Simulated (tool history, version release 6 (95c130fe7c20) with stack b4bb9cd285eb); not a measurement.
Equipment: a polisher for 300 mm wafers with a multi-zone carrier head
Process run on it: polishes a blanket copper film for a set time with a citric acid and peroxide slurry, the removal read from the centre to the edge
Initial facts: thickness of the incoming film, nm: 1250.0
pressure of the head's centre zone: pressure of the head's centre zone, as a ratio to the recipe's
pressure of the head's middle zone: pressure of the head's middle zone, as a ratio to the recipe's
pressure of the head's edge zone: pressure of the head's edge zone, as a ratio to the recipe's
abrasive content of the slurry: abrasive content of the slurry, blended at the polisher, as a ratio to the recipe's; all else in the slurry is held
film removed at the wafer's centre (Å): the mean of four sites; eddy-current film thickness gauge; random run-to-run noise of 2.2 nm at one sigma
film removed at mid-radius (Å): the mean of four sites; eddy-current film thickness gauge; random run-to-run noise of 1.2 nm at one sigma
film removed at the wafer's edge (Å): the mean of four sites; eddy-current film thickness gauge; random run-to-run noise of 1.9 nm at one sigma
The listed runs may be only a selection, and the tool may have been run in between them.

run  hour  flow of slurry (ml/min)  pressure of the head's centre zone  pressure of the head's middle zone  pressure of the head's edge zone  abrasive content of the slurry  polishing time (s)  film removed at the wafer's centre (Å)  film removed at mid-radius (Å)  film removed at the wafer's edge (Å)
  1     0                      155                                   1                                   1                                 1                               1                  34                                  1230.3                          1200.7                                1217.6
  2   7.7                      155                                   1                                   1                                 1                               1                  31                                  1116.1                          1085.9                                1102.1
  3  11.3                      155                                   1                                   1                                 1                               1                  22                                  794.19                          785.44                                792.95
  4  15.2                      165                                1.01                                1.02                              1.04                            1.15                  25                                   962.7                          923.75                                950.19
  5  19.1                      175                                   1                                1.05                              1.07                            1.25                  27                                    1044                          1052.3                                1075.4
  6  21.5                      175                                   1                                1.05                              1.07                             1.4                  27                                  1062.1                          1075.8                                1098.9
  7  29.6                      185                                1.01                                1.07                               1.1                            1.45                  29                                  1164.4                          1189.5                                1212.1
  8  36.8                      190                                1.02                                1.08                              1.12                            1.45                  30                                  1254.4                          1250.8                                1250.4
  9    39                      190                                1.02                                1.08                              1.12                            1.45                  30                                  1252.5                          1277.1                                  1263

Expected results for the next run?
 10  46.2                      195                                1.02                                1.08                              1.14                            1.45                  31                                       ?                               ?                                     ?

{"run 10": {"film removed at the wafer's centre (Å)": 1327.5, "film removed at mid-radius (Å)": 1309.1, "film removed at the wafer's edge (Å)": 1270.2}}
